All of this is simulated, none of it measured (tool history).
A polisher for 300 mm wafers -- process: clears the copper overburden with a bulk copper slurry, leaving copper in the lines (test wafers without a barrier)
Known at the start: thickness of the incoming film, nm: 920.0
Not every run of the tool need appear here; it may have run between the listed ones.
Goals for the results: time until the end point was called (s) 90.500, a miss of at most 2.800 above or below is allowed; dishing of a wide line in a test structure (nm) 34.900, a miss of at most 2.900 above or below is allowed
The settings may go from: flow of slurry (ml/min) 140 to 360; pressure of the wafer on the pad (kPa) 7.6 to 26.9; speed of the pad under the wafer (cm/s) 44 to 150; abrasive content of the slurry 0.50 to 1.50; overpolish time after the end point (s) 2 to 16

run	hour	flow of slurry (ml/min)	pressure of the wafer on the pad (kPa)	speed of the pad under the wafer (cm/s)	abrasive content of the slurry	overpolish time after the end point (s)	time until the end point was called (s)	dishing of a wide line in a test structure (nm)
1	0.0	230	17.2	96	1.00	8	116.780	37.770
2	2.7	230	17.2	96	0.90	8	116.720	35.140
3	9.2	230	17.2	96	0.90	6	118.500	27.931
4	11.6	235	18.6	96	0.90	6	109.030	30.266
5	20.1	240	19.3	96	0.90	6	105.600	29.764
6	22.6	190	19.3	96	0.90	6	109.320	30.350
7	25.5	205	20.0	96	0.90	6	104.850	30.680
8	30.1	220	20.7	96	0.90	6	101.040	31.067
9	34.7	230	21.4	96	0.90	6	97.703	32.555
10	43.3	235	22.1	96	0.90	6	96.085	34.694
11	47.6	235	23.4	96	0.90	5	90.206	30.233

Consider the 4 candidate settings below. Which is the only one whose results all fall within their allowed miss of target?
A	51.9	240	23.4	90	1.25	8	?	?
B	51.9	190	24.1	84	1.05	9	?	?
C	51.9	195	22.1	96	0.85	9	?	?
D	51.9	235	24.1	94	0.90	6	?	?

move	time until the end point was called (s)	dishing of a wide line in a test structure (nm)
A	91.281	44.325
B	99.843	45.339
C	99.190	45.372
D	90.351	35.659
A: moves the result that the last run missed by most past its target, out the other side
B: moves the result that the last run missed by most past its target, out the other side
C: moves the result that the last run missed by most past its target, out the other side
D: all results in spec
The right move is D.

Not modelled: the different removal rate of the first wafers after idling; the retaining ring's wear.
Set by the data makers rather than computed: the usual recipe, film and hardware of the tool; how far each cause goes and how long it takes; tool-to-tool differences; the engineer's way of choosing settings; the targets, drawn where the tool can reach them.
